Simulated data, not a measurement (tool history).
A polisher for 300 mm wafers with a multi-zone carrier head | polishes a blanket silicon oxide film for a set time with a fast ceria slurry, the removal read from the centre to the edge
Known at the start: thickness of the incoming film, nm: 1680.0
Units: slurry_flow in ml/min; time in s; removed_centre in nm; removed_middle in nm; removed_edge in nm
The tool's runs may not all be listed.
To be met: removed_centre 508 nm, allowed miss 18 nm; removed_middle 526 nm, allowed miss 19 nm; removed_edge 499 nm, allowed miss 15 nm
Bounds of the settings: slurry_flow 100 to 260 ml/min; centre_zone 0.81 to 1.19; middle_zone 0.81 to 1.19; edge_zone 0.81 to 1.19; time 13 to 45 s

run    day  slurry_flow  centre_zone  middle_zone  edge_zone  time  removed_centre  removed_middle  removed_edge
  1      0          165            1            1          1    29          681.73          683.17        676.27
  2  0.233          165            1         0.92          1    29          673.55          635.72        679.24
  3  0.583          165            1         0.95          1    29           688.1           647.2        691.98
  4  0.729          165            1         0.95       1.05    29          684.95          640.24        691.21
  5  1.104          160            1         0.97       1.01    26          594.88          585.25        603.56
  6  1.379          150         1.01         0.98       0.97    25          576.19             551        572.56
  7  1.554          150         1.01         0.98       0.97    25          568.32          559.04        564.33
  8  1.638          140         1.01         0.99       0.94    25          567.14          557.13        553.93
  9  1.812          130            1         0.99       0.91    25          553.62          548.28        540.41
 10  2.021          125         0.99         0.99       0.89    25          549.81          549.46        517.83
 11  2.088          105         0.93         0.96       0.89    25           485.3          506.29        515.75

Which of these 4 next moves meets every target?
  A  2.154          120         0.94         0.96       0.81    25               ?               ?             ?
  B  2.154          125          0.9         0.92       0.83    26               ?               ?             ?
  C  2.154          105         0.88         0.97       0.82    25               ?               ?             ?
  D  2.154          120         0.91         1.01       0.87    24               ?               ?             ?

move  removed_centre  removed_middle  removed_edge
   A          511.87          529.66        507.72
   B           517.7          537.62        538.13
   C          459.76          513.23        496.45
   D          477.02          530.72        502.78
A: meets every target
B: brings the result that was furthest off to its target, and leaves another outside
C: further off than the last run
D: further off than the last run
Move A is the one to make.
